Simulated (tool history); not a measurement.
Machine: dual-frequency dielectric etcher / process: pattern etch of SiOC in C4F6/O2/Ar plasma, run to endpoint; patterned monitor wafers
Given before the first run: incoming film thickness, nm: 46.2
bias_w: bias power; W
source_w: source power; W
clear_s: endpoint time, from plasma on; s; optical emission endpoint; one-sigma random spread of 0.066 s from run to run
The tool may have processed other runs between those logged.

run    day  bias_w  source_w  clear_s
  1  0.000     505       340   16.026
  2  0.033     505       320   16.291
  3  0.238     505       360   15.872
  4  0.550     505       390   15.320
  5  0.662     505       420   15.062
  6  0.925     439       420   15.621
     1.029  -- source power generator calibrated
  7  1.029     439       420   15.842

The next listed run, before its measurement:
  8  1.171     421       410        ?

Run 8 produced clear_s 16.206 s.

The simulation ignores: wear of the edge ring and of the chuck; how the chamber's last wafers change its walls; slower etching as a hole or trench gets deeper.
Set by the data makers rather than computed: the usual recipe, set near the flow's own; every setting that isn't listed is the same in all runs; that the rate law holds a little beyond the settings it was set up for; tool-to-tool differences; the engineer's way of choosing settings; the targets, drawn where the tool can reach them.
